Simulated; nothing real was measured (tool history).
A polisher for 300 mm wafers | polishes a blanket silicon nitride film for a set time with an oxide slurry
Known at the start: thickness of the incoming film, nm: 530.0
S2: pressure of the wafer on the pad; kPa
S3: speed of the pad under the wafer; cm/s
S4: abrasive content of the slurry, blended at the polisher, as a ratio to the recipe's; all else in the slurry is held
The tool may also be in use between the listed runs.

run 1 hour=0 | flow_of_slurry_(ml/min)=310 S2=24.1 S3=92 S4=1 polishing_time_(s)=54 | film_removed_(angstrom)=306.38
run 2 hour=3.3 | flow_of_slurry_(ml/min)=310 S2=20 S3=92 S4=1 polishing_time_(s)=54 | film_removed_(angstrom)=257.47
run 3 hour=12.1 | flow_of_slurry_(ml/min)=310 S2=20 S3=92 S4=1.15 polishing_time_(s)=54 | film_removed_(angstrom)=270.86
run 4 hour=17.8 | flow_of_slurry_(ml/min)=310 S2=20 S3=92 S4=1.15 polishing_time_(s)=54 | film_removed_(angstrom)=274.65
run 5 hour=21.4 | flow_of_slurry_(ml/min)=310 S2=20 S3=76 S4=1.15 polishing_time_(s)=54 | film_removed_(angstrom)=245.26
run 6 hour=24 | flow_of_slurry_(ml/min)=310 S2=20 S3=92 S4=1.15 polishing_time_(s)=54 | film_removed_(angstrom)=272.61
run 7 hour=28.6 | flow_of_slurry_(ml/min)=310 S2=19.3 S3=92 S4=1.15 polishing_time_(s)=54 | film_removed_(angstrom)=264.38
run 8 hour=37.7 | flow_of_slurry_(ml/min)=300 S2=14.5 S3=92 S4=1.15 polishing_time_(s)=54 | film_removed_(angstrom)=204.51

Forecast run 9:
run 9 hour=44.6 | flow_of_slurry_(ml/min)=305 S2=14.5 S3=92 S4=1.15 polishing_time_(s)=54 | film_removed_(angstrom)=?

film removed (angstrom): 208.19
